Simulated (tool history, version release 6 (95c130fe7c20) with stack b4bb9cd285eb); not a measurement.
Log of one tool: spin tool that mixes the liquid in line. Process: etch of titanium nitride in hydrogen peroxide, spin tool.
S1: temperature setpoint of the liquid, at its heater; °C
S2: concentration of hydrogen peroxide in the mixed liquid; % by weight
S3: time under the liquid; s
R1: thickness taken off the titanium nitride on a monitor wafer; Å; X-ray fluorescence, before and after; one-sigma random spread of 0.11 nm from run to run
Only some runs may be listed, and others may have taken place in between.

run,hour,S1,S2,S3,R1
1,0.0,49.0,23,305,104.960
2,5.4,42.5,23,305,64.162
3,12.0,45.5,23,305,80.994
4,16.6,45.5,23,330,88.066
5,25.2,49.5,23,330,117.840
6,28.3,51.0,23,330,131.010
7,31.8,52.0,23,330,140.220

Run 8 comes next. What will it give?
8,36.2,56.0,23,330,?

{"run 8": {"R1": 185.29}}
